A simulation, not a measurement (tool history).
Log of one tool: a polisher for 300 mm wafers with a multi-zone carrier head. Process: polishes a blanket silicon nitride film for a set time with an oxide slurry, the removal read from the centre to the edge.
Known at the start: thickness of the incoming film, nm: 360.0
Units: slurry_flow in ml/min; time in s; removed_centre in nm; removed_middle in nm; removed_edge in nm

| run | hour | slurry_flow | centre_zone | middle_zone | edge_zone | slurry_solids | time | removed_centre | removed_middle | removed_edge |
|---|---|---|---|---|---|---|---|---|---|---|
| 1 | 0.0 | 290 | 1.00 | 1.00 | 1.00 | 1.00 | 77 | 43.438 | 44.672 | 44.460 |
| 2 | 0.7 | 290 | 1.00 | 1.00 | 1.00 | 1.00 | 64 | 35.619 | 36.851 | 36.919 |
| 3 | 4.4 | 290 | 0.98 | 1.02 | 1.03 | 1.10 | 66 | 37.900 | 39.121 | 41.362 |
| 4 | 9.8 | 225 | 0.98 | 1.02 | 1.03 | 1.10 | 66 | 36.198 | 37.925 | 39.221 |
| 5 | 14.6 | 225 | 0.98 | 1.02 | 1.03 | 1.10 | 47 | 25.967 | 27.722 | 27.980 |
| 6 | 16.9 | 175 | 0.98 | 1.02 | 1.03 | 1.10 | 47 | 24.823 | 26.642 | 27.852 |
| 7 | 20.4 | 195 | 0.96 | 1.06 | 1.06 | 1.20 | 53 | 29.301 | 31.241 | 32.677 |
| 8 | 22.1 | 205 | 0.92 | 1.09 | 1.06 | 1.25 | 58 | 31.354 | 36.634 | 37.192 |
| 9 | 27.9 | 245 | 0.91 | 1.11 | 1.08 | 1.30 | 60 | 33.588 | 40.070 | 39.666 |
| 10 | 34.7 | 265 | 0.90 | 1.11 | 1.10 | 1.35 | 63 | 35.408 | 42.019 | 43.013 |
| 11 | 42.2 | 285 | 0.90 | 1.13 | 1.11 | 1.40 | 65 | 37.517 | 45.156 | 45.569 |
| 12 | 45.8 | 300 | 0.90 | 1.14 | 1.12 | 1.40 | 67 | 39.123 | 45.812 | 47.916 |
| 13 | 52.1 | 315 | 0.89 | 1.15 | 1.12 | 1.40 | 68 | 38.911 | 48.062 | 47.804 |
| 14 | 60.8 | 320 | 0.89 | 1.16 | 1.13 | 1.40 | 69 | 40.434 | 50.617 | 50.295 |
| 15 | 69.6 | 320 | 0.89 | 1.16 | 1.13 | 1.40 | 69 | 39.920 | 48.309 | 49.572 |

Run 16 comes next. What will it give?
| 16 | 72.3 | 330 | 0.89 | 1.17 | 1.13 | 1.40 | 70 | ? | ? | ? |

removed_centre: 40.576 nm
removed_middle: 50.262 nm
removed_edge: 50.718 nm

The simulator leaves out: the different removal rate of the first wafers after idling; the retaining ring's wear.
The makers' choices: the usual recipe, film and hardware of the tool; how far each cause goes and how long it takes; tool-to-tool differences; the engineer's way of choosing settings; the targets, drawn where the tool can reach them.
